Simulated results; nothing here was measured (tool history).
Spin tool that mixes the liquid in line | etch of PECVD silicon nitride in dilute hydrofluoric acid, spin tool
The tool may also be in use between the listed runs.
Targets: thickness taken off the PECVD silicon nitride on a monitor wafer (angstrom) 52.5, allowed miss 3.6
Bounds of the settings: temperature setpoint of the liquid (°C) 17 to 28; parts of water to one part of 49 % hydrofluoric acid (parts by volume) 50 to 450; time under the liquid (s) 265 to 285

| run | hour | temperature setpoint of the liquid (°C) | parts of water to one part of 49 % hydrofluoric acid (parts by volume) | time under the liquid (s) | thickness taken off the PECVD silicon nitride on a monitor wafer (angstrom) |
|---|---|---|---|---|---|
| 1 | 0 | 20 | 250 | 265 | 25.083 |
| 2 | 6.5 | 21.5 | 235 | 265 | 29.201 |
| 3 | 10.7 | 24 | 235 | 265 | 34.81 |
| 4 | 18.3 | 24.5 | 225 | 265 | 37.348 |
| 5 | 20.5 | 24.5 | 225 | 285 | 40.308 |
| 6 | 23 | 27 | 225 | 285 | 47.337 |
|  | 29.1 | hydrofluoric acid flow meter replaced |
| 7 | 29.1 | 27 | 220 | 285 | 44.821 |
| 8 | 32.7 | 27 | 215 | 285 | 46.327 |
| 9 | 37.6 | 27 | 210 | 285 | 47.808 |
| 10 | 45.8 | 27 | 205 | 285 | 48.835 |

5 next moves are on the table. One of them brings every result within its allowed miss. Which?
| A | 54 | 26.5 | 160 | 285 | ? |
| B | 54 | 27.5 | 180 | 285 | ? |
| C | 54 | 25 | 135 | 265 | ? |
| D | 54 | 27 | 150 | 270 | ? |
| E | 54 | 27.5 | 185 | 265 | ? |

| move | thickness taken off the PECVD silicon nitride on a monitor wafer (angstrom) |
|---|---|
| A | 60.476 |
| B | 57.191 |
| C | 60.542 |
| D | 63.067 |
| E | 51.731 |
A: takes the result that was furthest off past its target
B: takes the result that was furthest off past its target
C: takes the result that was furthest off past its target
D: takes the result that was furthest off past its target
E: meets every target
Move E is the one to make.
